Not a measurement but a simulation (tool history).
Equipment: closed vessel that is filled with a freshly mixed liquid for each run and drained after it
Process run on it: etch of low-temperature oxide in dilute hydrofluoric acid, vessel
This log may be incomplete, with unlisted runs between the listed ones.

run,hour,temperature setpoint of the liquid (K),parts of water to one part of 49 % hydrofluoric acid (parts by volume),time in the liquid (s),thickness taken off the low-temperature oxide on a monitor wafer (angstrom)
1,0,295.15,205,235,309.92
2,0.5,296.65,200,235,341.8
3,6.7,296.65,200,255,367.28
4,11,297.65,200,255,379.49
5,14.4,300.65,200,255,425.22
6,18.2,300.65,260,255,305.45
7,26.3,301.15,250,255,325.88
8,32.1,301.65,240,255,350.59

The next listed run, before its measurement:
9,41,302.15,230,255,?

Run 9 produced thickness taken off the low-temperature oxide on a monitor wafer (angstrom) 373.61.

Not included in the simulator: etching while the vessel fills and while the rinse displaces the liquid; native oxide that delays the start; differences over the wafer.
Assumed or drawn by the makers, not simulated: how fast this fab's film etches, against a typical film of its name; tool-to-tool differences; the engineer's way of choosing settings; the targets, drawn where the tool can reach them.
